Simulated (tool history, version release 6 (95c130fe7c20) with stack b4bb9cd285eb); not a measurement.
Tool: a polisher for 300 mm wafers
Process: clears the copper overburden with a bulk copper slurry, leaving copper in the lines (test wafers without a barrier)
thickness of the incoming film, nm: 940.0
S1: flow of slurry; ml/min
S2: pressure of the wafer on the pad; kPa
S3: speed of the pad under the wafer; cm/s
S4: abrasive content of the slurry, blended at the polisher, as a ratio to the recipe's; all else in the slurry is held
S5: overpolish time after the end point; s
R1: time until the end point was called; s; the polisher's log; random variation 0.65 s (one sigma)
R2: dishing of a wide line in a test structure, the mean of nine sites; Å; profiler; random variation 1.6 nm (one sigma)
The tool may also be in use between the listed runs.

run  hour   S1    S2  S3  S4  S5      R1      R2
  1     0  190  19.3  96   1  10  90.395  585.26
  2   1.4  190  20.7  96   1  11  85.871  670.38
  3   7.2  195  22.1  96   1  11  81.225  700.59
  4  14.2  195  22.1  96   1   9  79.589  617.08
  5  17.9  195  23.4  96   1  10  76.096   656.2
  6  26.9  195  24.1  96   1  11  75.048   742.4
  7  33.9  195  24.8  96   1  12  71.291  799.77

The next listed run, before its measurement:
  8  42.7  195  24.8  96   1  13   ?   ?

Run 8 gave R1 71.887 s, R2 884.45 Å.
